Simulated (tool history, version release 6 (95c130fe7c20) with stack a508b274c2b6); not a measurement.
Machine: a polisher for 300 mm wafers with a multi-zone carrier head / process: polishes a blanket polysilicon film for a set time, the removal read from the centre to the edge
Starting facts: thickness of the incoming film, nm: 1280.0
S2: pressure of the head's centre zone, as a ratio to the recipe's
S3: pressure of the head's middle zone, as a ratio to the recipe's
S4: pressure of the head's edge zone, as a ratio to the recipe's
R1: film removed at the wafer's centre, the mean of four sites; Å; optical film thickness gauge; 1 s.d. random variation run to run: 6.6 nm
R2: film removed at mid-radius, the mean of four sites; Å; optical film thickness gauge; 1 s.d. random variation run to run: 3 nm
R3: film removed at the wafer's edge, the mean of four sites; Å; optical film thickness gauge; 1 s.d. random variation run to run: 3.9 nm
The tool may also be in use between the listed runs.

Run 1, day 0: flow of slurry (ml/min) 165, S2 1, S3 1, S4 1, polishing time (s) 65. Result: R1 5118 Å, R2 5056.6 Å, R3 4772 Å.
Run 2, day 0.104: flow of slurry (ml/min) 165, S2 1, S3 1, S4 0.93, polishing time (s) 65. Result: R1 5284.1 Å, R2 5045.9 Å, R3 4709.6 Å.
Run 3, day 0.212: flow of slurry (ml/min) 160, S2 1, S3 1, S4 0.91, polishing time (s) 62. Result: R1 4882.3 Å, R2 4816.1 Å, R3 4450 Å.
Run 4, day 0.508: flow of slurry (ml/min) 120, S2 1, S3 1, S4 0.91, polishing time (s) 62. Result: R1 4639.7 Å, R2 4586.5 Å, R3 4213.2 Å.
Run 5, day 0.662: flow of slurry (ml/min) 120, S2 1, S3 1, S4 0.91, polishing time (s) 71. Result: R1 5326.5 Å, R2 5216.9 Å, R3 4794 Å.
Run 6, day 0.967: flow of slurry (ml/min) 120, S2 1, S3 0.92, S4 0.91, polishing time (s) 71. Result: R1 5261.6 Å, R2 4880.2 Å, R3 4826.1 Å.
Run 7, day 1.158: flow of slurry (ml/min) 115, S2 1.01, S3 0.93, S4 0.89, polishing time (s) 68. Result: R1 5128 Å, R2 4703.8 Å, R3 4535.1 Å.
At day 1.458: edge zone pressure recalibrated.
Run 8, day 1.458: flow of slurry (ml/min) 110, S2 1.01, S3 0.94, S4 0.87, polishing time (s) 66. Result: R1 4762.3 Å, R2 4554.4 Å, R3 4580.6 Å.

The next listed run, before its measurement:
Run 9, day 1.783: flow of slurry (ml/min) 110, S2 1.01, S3 0.94, S4 0.94, polishing time (s) 64. Result: R1 ?, R2 ?, R3 ?.

Run 9 measured R1 4668.9 Å, R2 4432.8 Å, R3 4550.5 Å.
